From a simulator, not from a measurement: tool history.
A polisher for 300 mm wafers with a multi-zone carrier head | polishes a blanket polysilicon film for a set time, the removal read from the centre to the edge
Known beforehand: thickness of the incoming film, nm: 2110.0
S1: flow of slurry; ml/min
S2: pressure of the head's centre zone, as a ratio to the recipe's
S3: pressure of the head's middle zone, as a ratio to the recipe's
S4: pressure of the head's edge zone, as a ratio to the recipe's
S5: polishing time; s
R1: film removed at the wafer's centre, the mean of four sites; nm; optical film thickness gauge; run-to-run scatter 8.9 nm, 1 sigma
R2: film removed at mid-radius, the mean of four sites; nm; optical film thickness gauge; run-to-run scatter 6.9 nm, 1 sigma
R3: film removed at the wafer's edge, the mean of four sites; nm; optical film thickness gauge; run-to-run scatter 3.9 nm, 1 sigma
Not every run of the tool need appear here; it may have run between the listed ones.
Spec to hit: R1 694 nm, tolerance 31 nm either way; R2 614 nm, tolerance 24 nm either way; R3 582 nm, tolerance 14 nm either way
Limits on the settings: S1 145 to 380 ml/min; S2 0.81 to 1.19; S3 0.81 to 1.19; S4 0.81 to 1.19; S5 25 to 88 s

run  hour   S1    S2    S3    S4  S5      R1      R2      R3
  1     0  245     1     1     1  56  521.01  511.71  520.29
  2   8.3  255  1.03  1.02  1.01  57  551.83  537.08   528.3
  3   9.5  255  0.97  1.02  1.01  57  514.65  522.67  533.79
  4  17.9  255   0.9  1.02  1.01  57  472.79  521.29  527.08
  5  18.8  260  0.94  1.03  1.02  57  502.74  535.25  531.22
  6  21.5  260  0.94  1.03  1.05  57  501.26  529.59  542.46
  7  29.7  315  1.04  1.13  1.06  60  602.49  609.25  579.21
  8  30.9  320  1.06  1.13  1.06  60  606.67  599.81  589.83
  9  34.7  320  1.08  1.13  1.05  60  624.73  610.02  578.36
 10  36.4  320  1.09  1.13  1.05  60  635.55  621.39  577.77
 11  43.4  325   1.1  1.12  1.05  60  632.67  621.36  580.03
 12  48.9  310  1.11  1.11  1.05  60  639.54     612  584.84
 13  52.3  310  1.12   1.1  1.05  60  640.46  589.95  583.77
 14  53.4  310  1.13  1.11  1.05  60  636.31  610.66  578.08

4 candidate next runs follow, results not yet known. Just one meets every target within its allowed miss. Identify it.
  A  54.5  370  1.17  1.18  0.94  61   ?   ?   ?
  B  54.5  340  1.19  1.13  0.95  59   ?   ?   ?
  C  54.5  220  1.08  1.19  0.98  65   ?   ?   ?
  D  54.5  260  1.17  1.08     1  63   ?   ?   ?

move      R1      R2      R3
   A  697.58   659.1  561.94
   B  680.67  611.18  543.53
   C  643.56  668.05  584.62
   D  692.55   612.2   582.6
A: corrects the largest miss of the last run, while another result sits out of spec
B: corrects the largest miss of the last run, while another result sits out of spec
C: moves away from the targets compared with the last run
D: each result inside its tolerance
D is the move that brings every result within its allowed miss.
